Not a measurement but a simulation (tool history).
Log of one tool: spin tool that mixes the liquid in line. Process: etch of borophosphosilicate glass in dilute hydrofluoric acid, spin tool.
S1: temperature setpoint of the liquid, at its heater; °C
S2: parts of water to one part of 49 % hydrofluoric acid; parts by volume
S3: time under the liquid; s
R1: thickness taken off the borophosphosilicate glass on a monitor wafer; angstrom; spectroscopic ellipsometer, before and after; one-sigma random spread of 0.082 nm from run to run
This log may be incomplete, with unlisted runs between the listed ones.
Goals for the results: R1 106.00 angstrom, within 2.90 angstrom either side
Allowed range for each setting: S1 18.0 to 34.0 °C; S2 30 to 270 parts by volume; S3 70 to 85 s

{"run": 1, "hour": 0.0, "S1": 26.0, "S2": 150, "S3": 85, "R1": 220.92}
{"run": 2, "hour": 8.2, "S1": 25.0, "S2": 155, "S3": 85, "R1": 202.78}
{"run": 3, "hour": 10.4, "S1": 25.0, "S2": 185, "S3": 85, "R1": 163.25}
{"run": 4, "hour": 19.3, "S1": 25.0, "S2": 165, "S3": 85, "R1": 191.02}
{"run": 5, "hour": 20.5, "S1": 28.0, "S2": 165, "S3": 85, "R1": 213.61}
{"hour": 22.0, "done": "thermometer replaced"}
{"run": 6, "hour": 22.0, "S1": 27.0, "S2": 170, "S3": 85, "R1": 190.8}
{"run": 7, "hour": 30.4, "S1": 26.0, "S2": 175, "S3": 85, "R1": 173.48}
{"run": 8, "hour": 33.2, "S1": 25.0, "S2": 180, "S3": 85, "R1": 162.63}
{"run": 9, "hour": 36.3, "S1": 24.0, "S2": 180, "S3": 85, "R1": 158.08}
{"run": 10, "hour": 45.2, "S1": 20.0, "S2": 215, "S3": 85, "R1": 111.28}

Of the 4 settings listed for the next run, only one would bring every result within its allowed miss of target. Which one?
{"run": "A", "hour": 54.1, "S1": 23.0, "S2": 230, "S3": 85, "R1": "?"}
{"run": "B", "hour": 54.1, "S1": 20.5, "S2": 205, "S3": 85, "R1": "?"}
{"run": "C", "hour": 54.1, "S1": 22.0, "S2": 235, "S3": 85, "R1": "?"}
{"run": "D", "hour": 54.1, "S1": 18.5, "S2": 190, "S3": 85, "R1": "?"}

move=A R1=113.12
move=B R1=118.49
move=C R1=106.17
move=D R1=120.02
A: moves away from the targets compared with the last run
B: moves away from the targets compared with the last run
C: every result within its allowed miss
D: moves away from the targets compared with the last run
Answer: C

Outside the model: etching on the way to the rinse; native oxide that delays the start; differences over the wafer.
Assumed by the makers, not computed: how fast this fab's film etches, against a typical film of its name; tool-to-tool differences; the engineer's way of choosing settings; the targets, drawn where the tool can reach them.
